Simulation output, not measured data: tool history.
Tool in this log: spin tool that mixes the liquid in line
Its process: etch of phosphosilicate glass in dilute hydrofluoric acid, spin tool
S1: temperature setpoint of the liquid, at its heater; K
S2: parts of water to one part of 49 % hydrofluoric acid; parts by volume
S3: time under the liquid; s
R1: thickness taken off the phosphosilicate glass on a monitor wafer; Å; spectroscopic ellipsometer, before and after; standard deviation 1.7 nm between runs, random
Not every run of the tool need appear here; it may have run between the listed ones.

{"run": 1, "hour": 0.0, "S1": 294.15, "S2": 155, "S3": 130, "R1": 487.31}
{"run": 2, "hour": 4.3, "S1": 294.15, "S2": 120, "S3": 130, "R1": 645.61}
{"run": 3, "hour": 8.0, "S1": 294.15, "S2": 95, "S3": 130, "R1": 848.85}
{"run": 4, "hour": 13.8, "S1": 292.15, "S2": 95, "S3": 130, "R1": 767.24}
{"run": 5, "hour": 18.8, "S1": 294.15, "S2": 80, "S3": 130, "R1": 1017.9}
{"run": 6, "hour": 27.5, "S1": 295.65, "S2": 75, "S3": 130, "R1": 1168.9}
{"run": 7, "hour": 33.4, "S1": 297.15, "S2": 75, "S3": 130, "R1": 1222.3}
{"run": 8, "hour": 35.0, "S1": 301.15, "S2": 25, "S3": 130, "R1": 4640.2}
{"run": 9, "hour": 43.2, "S1": 299.65, "S2": 25, "S3": 130, "R1": 4318.7}
{"run": 10, "hour": 49.2, "S1": 298.15, "S2": 25, "S3": 130, "R1": 4065.3}
{"run": 11, "hour": 55.1, "S1": 298.15, "S2": 25, "S3": 130, "R1": 4121.2}
{"run": 12, "hour": 63.1, "S1": 296.65, "S2": 30, "S3": 130, "R1": 3168.8}

Forecast run 13:
{"run": 13, "hour": 70.5, "S1": 295.15, "S2": 30, "S3": 130, "R1": "?"}

{"run 13": {"R1": 3017.4}}
